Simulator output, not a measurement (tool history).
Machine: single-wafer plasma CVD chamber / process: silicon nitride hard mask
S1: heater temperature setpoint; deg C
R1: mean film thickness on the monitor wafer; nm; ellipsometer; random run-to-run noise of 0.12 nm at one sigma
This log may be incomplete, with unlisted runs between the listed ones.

run 1 day=0 | S1=390 chamber_pressure_(Pa)=267 RF_power_(W)=320 deposition_time_(s)=32.4 | R1=42.897
run 2 day=0.208 | S1=390 chamber_pressure_(Pa)=267 RF_power_(W)=290 deposition_time_(s)=32.4 | R1=40.021
run 3 day=0.467 | S1=390 chamber_pressure_(Pa)=261 RF_power_(W)=290 deposition_time_(s)=32.4 | R1=40.163
run 4 day=0.675 | S1=398 chamber_pressure_(Pa)=261 RF_power_(W)=290 deposition_time_(s)=32.4 | R1=39.69
run 5 day=0.758 | S1=390 chamber_pressure_(Pa)=261 RF_power_(W)=290 deposition_time_(s)=32.4 | R1=39.816
run 6 day=0.892 | S1=390 chamber_pressure_(Pa)=261 RF_power_(W)=315 deposition_time_(s)=32.4 | R1=42.441

What does the tool deliver on the next run?
run 7 day=1.138 | S1=390 chamber_pressure_(Pa)=208 RF_power_(W)=310 deposition_time_(s)=32.4 | R1=?

Run 7 produced R1 39.745 nm.
